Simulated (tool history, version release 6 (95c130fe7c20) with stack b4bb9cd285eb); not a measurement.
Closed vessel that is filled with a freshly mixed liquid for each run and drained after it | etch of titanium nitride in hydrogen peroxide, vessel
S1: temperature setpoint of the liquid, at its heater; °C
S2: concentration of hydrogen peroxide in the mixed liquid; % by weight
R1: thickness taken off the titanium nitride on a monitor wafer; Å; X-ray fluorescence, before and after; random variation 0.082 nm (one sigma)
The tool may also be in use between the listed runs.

Run 1, day 0: S1 51 °C, S2 21 % by weight, time in the liquid (s) 615. Result: R1 278.61 Å.
Run 2, day 0.25: S1 54.5 °C, S2 21 % by weight, time in the liquid (s) 615. Result: R1 357.59 Å.
Run 3, day 0.442: S1 54.5 °C, S2 16.5 % by weight, time in the liquid (s) 615. Result: R1 339.83 Å.
Run 4, day 0.667: S1 53.5 °C, S2 16.5 % by weight, time in the liquid (s) 615. Result: R1 317.02 Å.
Run 5, day 1.046: S1 53.5 °C, S2 13 % by weight, time in the liquid (s) 615. Result: R1 300.35 Å.
Run 6, day 1.192: S1 53.5 °C, S2 13 % by weight, time in the liquid (s) 660. Result: R1 324.06 Å.
Run 7, day 1.329: S1 53 °C, S2 13 % by weight, time in the liquid (s) 660. Result: R1 311.86 Å.
Run 8, day 1.717: S1 53 °C, S2 13 % by weight, time in the liquid (s) 660. Result: R1 311.51 Å.
Run 9, day 2.075: S1 52.5 °C, S2 13 % by weight, time in the liquid (s) 660. Result: R1 303.64 Å.
Run 10, day 2.279: S1 52 °C, S2 13 % by weight, time in the liquid (s) 660. Result: R1 289.83 Å.
Run 11, day 2.642: S1 51.5 °C, S2 13 % by weight, time in the liquid (s) 660. Result: R1 283.15 Å.
Run 12, day 2.925: S1 51 °C, S2 13 % by weight, time in the liquid (s) 660. Result: R1 271.37 Å.
Run 13, day 3.183: S1 50.5 °C, S2 13 % by weight, time in the liquid (s) 660. Result: R1 261.15 Å.

The next listed run, before its measurement:
Run 14, day 3.512: S1 49.5 °C, S2 13 % by weight, time in the liquid (s) 660. Result: R1 ?.

{"run 14": {"R1": 242.1}}

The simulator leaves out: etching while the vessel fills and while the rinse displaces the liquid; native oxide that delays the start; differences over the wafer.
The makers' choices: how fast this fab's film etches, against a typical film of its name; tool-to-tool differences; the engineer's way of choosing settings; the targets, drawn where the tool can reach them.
